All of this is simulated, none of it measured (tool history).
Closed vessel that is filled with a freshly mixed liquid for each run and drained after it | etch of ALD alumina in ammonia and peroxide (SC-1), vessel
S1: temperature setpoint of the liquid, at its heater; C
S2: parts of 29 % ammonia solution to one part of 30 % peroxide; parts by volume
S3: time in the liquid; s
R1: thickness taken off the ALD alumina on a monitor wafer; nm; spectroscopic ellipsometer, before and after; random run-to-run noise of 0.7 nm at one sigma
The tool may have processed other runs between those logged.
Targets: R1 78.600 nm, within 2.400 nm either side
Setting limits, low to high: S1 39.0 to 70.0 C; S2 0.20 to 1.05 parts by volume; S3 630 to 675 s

run	hour	S1	S2	S3	R1
1	0.0	55.0	0.55	630	53.506
2	7.3	55.0	0.55	675	55.947
3	13.7	56.0	0.55	675	59.674
4	18.9	56.0	0.45	675	57.329
5	23.7	53.0	0.45	675	49.292
6	32.6	53.0	0.45	630	46.472
7	41.6	53.0	0.45	630	46.252
8	45.6	61.0	0.50	630	71.214
9	53.6	61.5	0.50	630	73.071
10	63.0	62.0	0.50	630	75.592

Exercise: of the 4 proposed moves below, exactly one satisfies all targets within the stated allowed misses. Which move is it?
A	72.4	61.5	0.40	630	?
B	72.4	62.0	0.30	640	?
C	72.4	61.0	0.45	650	?
D	72.4	62.5	0.65	630	?

move	R1
A	71.759
B	72.767
C	72.984
D	79.022
A: moves away from the targets compared with the last run
B: moves away from the targets compared with the last run
C: moves away from the targets compared with the last run
D: meets every target
Correct choice: D, which meets every target

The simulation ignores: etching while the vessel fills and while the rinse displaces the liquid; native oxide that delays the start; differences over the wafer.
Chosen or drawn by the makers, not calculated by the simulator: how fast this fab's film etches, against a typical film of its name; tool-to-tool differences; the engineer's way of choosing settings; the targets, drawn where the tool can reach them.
